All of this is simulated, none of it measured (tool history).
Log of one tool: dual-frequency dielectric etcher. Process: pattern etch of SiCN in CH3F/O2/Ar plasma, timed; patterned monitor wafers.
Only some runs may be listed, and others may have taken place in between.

run,day,source power (kW),bias power (kW),etch time (s),mean etch depth across the wafer (Å)
1,0.000,0.360,0.101,43.5,174.42
2,0.204,0.400,0.101,43.5,183.77
3,0.454,0.360,0.101,43.5,174.62
4,0.788,0.390,0.103,43.5,182.81
5,1.058,0.410,0.104,43.5,188.17
6,1.208,0.430,0.105,43.5,193.58
7,1.242,0.440,0.106,43.5,196.68

Estimate the outcome of run 8 from the log above:
8,1.304,0.450,0.106,43.5,?

{"run 8": {"mean etch depth across the wafer (Å)": 198.71}}

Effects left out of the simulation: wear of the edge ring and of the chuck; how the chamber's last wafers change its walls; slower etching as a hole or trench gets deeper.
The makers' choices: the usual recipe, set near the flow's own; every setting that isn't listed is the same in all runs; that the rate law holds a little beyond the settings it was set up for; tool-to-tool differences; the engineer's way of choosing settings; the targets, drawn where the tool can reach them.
